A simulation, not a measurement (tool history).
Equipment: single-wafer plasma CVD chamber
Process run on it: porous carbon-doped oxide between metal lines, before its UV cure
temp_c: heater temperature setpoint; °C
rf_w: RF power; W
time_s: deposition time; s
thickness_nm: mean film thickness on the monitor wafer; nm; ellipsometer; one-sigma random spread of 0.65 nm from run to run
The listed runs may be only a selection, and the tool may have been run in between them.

| run | day | temp_c | rf_w | time_s | thickness_nm |
|---|---|---|---|---|---|
| 1 | 0 | 305 | 590 | 26.6 | 149.74 |
| 2 | 0.271 | 305 | 590 | 25.3 | 143.38 |
| 3 | 0.421 | 301 | 615 | 25.4 | 152.68 |
| 4 | 0.604 | 298 | 630 | 25.4 | 160.27 |
| 5 | 0.954 | 295 | 635 | 25.4 | 164.78 |
| 6 | 1.183 | 295 | 635 | 26.6 | 171.54 |

Run 7 comes next. What will it give?
| 7 | 1.483 | 293 | 635 | 26.6 | ? |

thickness_nm: 173.53 nm
